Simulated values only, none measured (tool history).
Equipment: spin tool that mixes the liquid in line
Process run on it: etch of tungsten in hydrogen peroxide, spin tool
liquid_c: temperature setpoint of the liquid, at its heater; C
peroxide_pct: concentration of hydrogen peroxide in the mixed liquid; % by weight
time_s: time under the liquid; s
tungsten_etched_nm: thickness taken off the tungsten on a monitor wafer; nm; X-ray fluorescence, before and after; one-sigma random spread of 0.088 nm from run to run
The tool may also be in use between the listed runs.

run  hour  liquid_c  peroxide_pct  time_s  tungsten_etched_nm
  1   0.0      44.0          17.0      15              16.769
  2   1.6      43.5          17.0      15              16.222
  3   5.4      43.5          13.5      15              14.647
  4   6.4      47.0          13.5      15              17.921
  5  13.2      49.5          13.5      15              20.981
  6  19.7      54.5          13.5      15              28.455
  7  21.6      53.0          13.5      15              26.054
  8  23.9      51.5          13.5      15              23.975

Forecast run 9:
  9  26.7      50.5          13.5      15                   ?

{"run 9": {"tungsten_etched_nm": 22.166}}
